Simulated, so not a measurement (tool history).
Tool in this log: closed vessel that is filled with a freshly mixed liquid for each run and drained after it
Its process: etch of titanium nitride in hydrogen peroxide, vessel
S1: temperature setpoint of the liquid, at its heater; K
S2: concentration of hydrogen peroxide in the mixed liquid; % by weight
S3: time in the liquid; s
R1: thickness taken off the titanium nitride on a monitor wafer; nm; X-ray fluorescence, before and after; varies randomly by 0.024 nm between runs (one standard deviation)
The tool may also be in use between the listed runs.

| run | hour | S1 | S2 | S3 | R1 |
|---|---|---|---|---|---|
| 1 | 0 | 318.15 | 17.5 | 435 | 6.8553 |
| 2 | 4.8 | 318.15 | 14.5 | 435 | 6.6067 |
| 3 | 11.9 | 316.65 | 14 | 435 | 5.8659 |
| 4 | 19.9 | 316.65 | 14 | 435 | 5.8842 |
| 5 | 25.3 | 315.65 | 14 | 435 | 5.4671 |
| 6 | 32.8 | 315.65 | 16.5 | 435 | 5.6377 |
| 7 | 37.9 | 314.65 | 16 | 435 | 5.251 |
| 8 | 41.8 | 313.65 | 15.5 | 435 | 4.773 |
| 9 | 45.8 | 312.65 | 15 | 435 | 4.3177 |
| 10 | 46.8 | 311.65 | 15 | 435 | 4.0405 |
| 11 | 49.3 | 311.65 | 15 | 435 | 4.1079 |
| 12 | 50.4 | 311.15 | 14.5 | 435 | 3.9043 |
| 13 | 54.7 | 310.65 | 14.5 | 435 | 3.7452 |
| 14 | 57.4 | 310.15 | 14.5 | 435 | 3.6435 |
| 15 | 66.1 | 309.65 | 14 | 435 | 3.4418 |

Run 16 is up next; what results do you expect?
| 16 | 72.6 | 309.65 | 14 | 435 | ? |

Run 16 measured R1 3.4289 nm.

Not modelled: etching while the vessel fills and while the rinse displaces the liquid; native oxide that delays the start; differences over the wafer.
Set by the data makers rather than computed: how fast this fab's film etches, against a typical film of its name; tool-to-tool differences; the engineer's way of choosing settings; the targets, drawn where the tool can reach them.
